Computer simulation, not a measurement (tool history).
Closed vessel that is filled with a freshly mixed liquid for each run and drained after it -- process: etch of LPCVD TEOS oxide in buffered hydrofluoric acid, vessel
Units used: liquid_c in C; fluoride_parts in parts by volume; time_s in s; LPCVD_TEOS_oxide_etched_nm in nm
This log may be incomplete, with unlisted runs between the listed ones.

| run | hour | liquid_c | fluoride_parts | time_s | LPCVD_TEOS_oxide_etched_nm |
|---|---|---|---|---|---|
| 1 | 0.0 | 23.0 | 12 | 85 | 136.92 |
| 2 | 7.9 | 23.0 | 12 | 95 | 152.58 |
| 3 | 16.2 | 22.0 | 12 | 95 | 144.14 |
| 4 | 22.7 | 21.0 | 12 | 95 | 136.78 |
| 5 | 29.7 | 20.5 | 12 | 95 | 132.43 |
| 6 | 37.7 | 20.0 | 12 | 95 | 130.37 |
| 7 | 39.0 | 19.5 | 12 | 95 | 126.32 |

The next listed run, before its measurement:
| 8 | 47.8 | 19.0 | 12 | 95 | ? |

LPCVD_TEOS_oxide_etched_nm: 122.35 nm
